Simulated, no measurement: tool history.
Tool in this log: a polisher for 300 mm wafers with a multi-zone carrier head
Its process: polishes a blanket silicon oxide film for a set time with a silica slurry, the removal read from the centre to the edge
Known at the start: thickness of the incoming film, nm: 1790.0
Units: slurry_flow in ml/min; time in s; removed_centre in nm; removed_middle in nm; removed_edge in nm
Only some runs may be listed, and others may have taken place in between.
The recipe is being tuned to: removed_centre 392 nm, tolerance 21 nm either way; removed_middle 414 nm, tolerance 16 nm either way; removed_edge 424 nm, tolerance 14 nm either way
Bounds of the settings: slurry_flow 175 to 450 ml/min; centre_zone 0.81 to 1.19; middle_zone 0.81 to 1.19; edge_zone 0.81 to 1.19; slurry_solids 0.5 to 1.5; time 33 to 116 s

Run 1, hour 0: slurry_flow 290 ml/min, centre_zone 1, middle_zone 1, edge_zone 1, slurry_solids 1, time 74 s. Result: removed_centre 315.25 nm, removed_middle 306.49 nm, removed_edge 311.6 nm.
Run 2, hour 4.8: slurry_flow 290 ml/min, centre_zone 0.99, middle_zone 1.02, edge_zone 1.03, slurry_solids 1.1, time 74 s. Result: removed_centre 312.1 nm, removed_middle 326.18 nm, removed_edge 323.3 nm.
Run 3, hour 9.7: slurry_flow 290 ml/min, centre_zone 1, middle_zone 1.01, edge_zone 1.05, slurry_solids 1.2, time 76 s. Result: removed_centre 331.37 nm, removed_middle 342.67 nm, removed_edge 347.92 nm.
Run 4, hour 12.5: slurry_flow 290 ml/min, centre_zone 1, middle_zone 1.01, edge_zone 1.05, slurry_solids 1, time 76 s. Result: removed_centre 316.86 nm, removed_middle 325.72 nm, removed_edge 322.94 nm.
Run 5, hour 14.1: slurry_flow 290 ml/min, centre_zone 1.01, middle_zone 1.01, edge_zone 1.06, slurry_solids 1.15, time 77 s. Result: removed_centre 347.4 nm, removed_middle 344.83 nm, removed_edge 339.61 nm.
Run 6, hour 16.9: slurry_flow 295 ml/min, centre_zone 1, middle_zone 1, edge_zone 1.06, slurry_solids 1.25, time 79 s. Result: removed_centre 349.42 nm, removed_middle 352.06 nm, removed_edge 373.72 nm.
Run 7, hour 23: slurry_flow 300 ml/min, centre_zone 1.01, middle_zone 1.01, edge_zone 1.07, slurry_solids 1.3, time 80 s. Result: removed_centre 374.19 nm, removed_middle 370.87 nm, removed_edge 374.76 nm.
Run 8, hour 31.8: slurry_flow 300 ml/min, centre_zone 1, middle_zone 1.01, edge_zone 1.07, slurry_solids 1.35, time 81 s. Result: removed_centre 378.94 nm, removed_middle 380.07 nm, removed_edge 389.03 nm.
Run 9, hour 34.8: slurry_flow 300 ml/min, centre_zone 0.99, middle_zone 1.01, edge_zone 1.08, slurry_solids 1.4, time 82 s. Result: removed_centre 387.36 nm, removed_middle 382.16 nm, removed_edge 400.2 nm.
Run 10, hour 36.5: slurry_flow 300 ml/min, centre_zone 0.98, middle_zone 1.02, edge_zone 1.08, slurry_solids 1.45, time 83 s. Result: removed_centre 388.67 nm, removed_middle 392.49 nm, removed_edge 407.88 nm.

Exactly one of the 5 candidate moves below puts every result within its allowed miss. Which one?
Run A, hour 38.2: slurry_flow 335 ml/min, centre_zone 1.11, middle_zone 1.19, edge_zone 1.11, slurry_solids 1.2, time 91 s. Result: removed_centre ?, removed_middle ?, removed_edge ?.
Run B, hour 38.2: slurry_flow 275 ml/min, centre_zone 0.98, middle_zone 1.03, edge_zone 0.98, slurry_solids 1.5, time 82 s. Result: removed_centre ?, removed_middle ?, removed_edge ?.
Run C, hour 38.2: slurry_flow 185 ml/min, centre_zone 0.92, middle_zone 0.98, edge_zone 0.98, slurry_solids 1.05, time 103 s. Result: removed_centre ?, removed_middle ?, removed_edge ?.
Run D, hour 38.2: slurry_flow 325 ml/min, centre_zone 0.92, middle_zone 1.09, edge_zone 1.06, slurry_solids 1.45, time 87 s. Result: removed_centre ?, removed_middle ?, removed_edge ?.
Run E, hour 38.2: slurry_flow 365 ml/min, centre_zone 0.98, middle_zone 1, edge_zone 1.08, slurry_solids 1.5, time 91 s. Result: removed_centre ?, removed_middle ?, removed_edge ?.

move  removed_centre  removed_middle  removed_edge
   A          450.57          472.11        425.69
   B          385.67          403.79        387.36
   C          390.27          417.13        419.41
   D          389.68          448.55        424.46
   E          438.51          448.06           456
A: carries the result that was furthest off beyond its target, to the other side
B: meets the target for the result that was furthest off, but another lies outside its allowed miss
C: in spec on every target
D: carries the result that was furthest off beyond its target, to the other side
E: carries the result that was furthest off beyond its target, to the other side
So the answer is move C, the one that meets all the targets.
